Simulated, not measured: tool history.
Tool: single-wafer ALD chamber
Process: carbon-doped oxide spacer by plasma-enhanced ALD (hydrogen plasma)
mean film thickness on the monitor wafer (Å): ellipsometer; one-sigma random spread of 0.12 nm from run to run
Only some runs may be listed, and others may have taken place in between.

run  hour  heater temperature setpoint (K)  number of ALD cycles (cycles)  mean film thickness on the monitor wafer (Å)
  1   0.0                           683.15                            645                                        348.37
  2   7.5                           683.15                            602                                        324.06
  3   9.9                           691.15                            602                                        313.01
  4  16.4                           691.15                            640                                        334.30
  5  22.8                           691.15                            713                                        371.61
  6  23.8                           681.15                            713                                        387.02
  7  32.2                           685.15                            671                                        355.88
  8  40.0                           688.15                            638                                        336.95
  9  44.3                           691.15                            613                                        319.72
 10  46.6                           693.15                            595                                        310.12

Estimate the outcome of run 11 from the log above:
 11  50.0                           695.15                            579                                             ?

For run 11 the tool returned mean film thickness on the monitor wafer (Å) 298.43.

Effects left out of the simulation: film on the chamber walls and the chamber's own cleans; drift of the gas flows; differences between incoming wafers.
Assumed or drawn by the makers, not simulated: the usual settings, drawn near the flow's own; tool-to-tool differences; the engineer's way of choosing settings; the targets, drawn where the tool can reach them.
